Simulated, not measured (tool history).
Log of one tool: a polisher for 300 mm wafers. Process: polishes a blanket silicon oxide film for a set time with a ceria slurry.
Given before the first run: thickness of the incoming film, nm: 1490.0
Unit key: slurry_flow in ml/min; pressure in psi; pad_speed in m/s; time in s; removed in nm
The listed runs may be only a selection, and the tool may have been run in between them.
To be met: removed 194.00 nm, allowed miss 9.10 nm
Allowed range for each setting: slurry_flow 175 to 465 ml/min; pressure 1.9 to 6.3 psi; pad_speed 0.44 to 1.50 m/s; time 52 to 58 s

{"run": 1, "hour": 0.0, "slurry_flow": 295, "pressure": 4.1, "pad_speed": 0.96, "time": 58, "removed": 275.47}
{"run": 2, "hour": 6.3, "slurry_flow": 220, "pressure": 4.1, "pad_speed": 0.96, "time": 58, "removed": 257.58}
{"run": 3, "hour": 6.9, "slurry_flow": 220, "pressure": 3.9, "pad_speed": 0.96, "time": 58, "removed": 246.06}
{"run": 4, "hour": 12.5, "slurry_flow": 220, "pressure": 3.9, "pad_speed": 0.96, "time": 52, "removed": 219.53}
{"hour": 19.9, "done": "slurry nozzle cleaned"}
{"run": 5, "hour": 19.9, "slurry_flow": 215, "pressure": 3.8, "pad_speed": 0.96, "time": 52, "removed": 231.22}
{"run": 6, "hour": 23.8, "slurry_flow": 215, "pressure": 3.8, "pad_speed": 0.96, "time": 52, "removed": 236.09}
{"run": 7, "hour": 32.7, "slurry_flow": 215, "pressure": 3.6, "pad_speed": 0.96, "time": 52, "removed": 218.9}
{"run": 8, "hour": 34.2, "slurry_flow": 215, "pressure": 3.5, "pad_speed": 0.96, "time": 52, "removed": 216.58}
{"run": 9, "hour": 35.3, "slurry_flow": 215, "pressure": 3.0, "pad_speed": 0.94, "time": 52, "removed": 180.79}

Exercise: of the 5 proposed moves below, exactly one satisfies all targets within the stated allowed misses. Which move is it?
{"run": "A", "hour": 36.4, "slurry_flow": 195, "pressure": 3.2, "pad_speed": 0.88, "time": 52, "removed": "?"}
{"run": "B", "hour": 36.4, "slurry_flow": 200, "pressure": 2.6, "pad_speed": 1.04, "time": 53, "removed": "?"}
{"run": "C", "hour": 36.4, "slurry_flow": 235, "pressure": 2.7, "pad_speed": 0.96, "time": 53, "removed": "?"}
{"run": "D", "hour": 36.4, "slurry_flow": 285, "pressure": 3.4, "pad_speed": 0.6, "time": 55, "removed": "?"}
{"run": "E", "hour": 36.4, "slurry_flow": 185, "pressure": 3.4, "pad_speed": 0.9, "time": 52, "removed": "?"}

move=A removed=179.82
move=B removed=171.87
move=C removed=171.23
move=D removed=160.27
move=E removed=192.22
A: misses by more than the last run did
B: misses by more than the last run did
C: misses by more than the last run did
D: misses by more than the last run did
E: each result inside its tolerance
The right move is E.
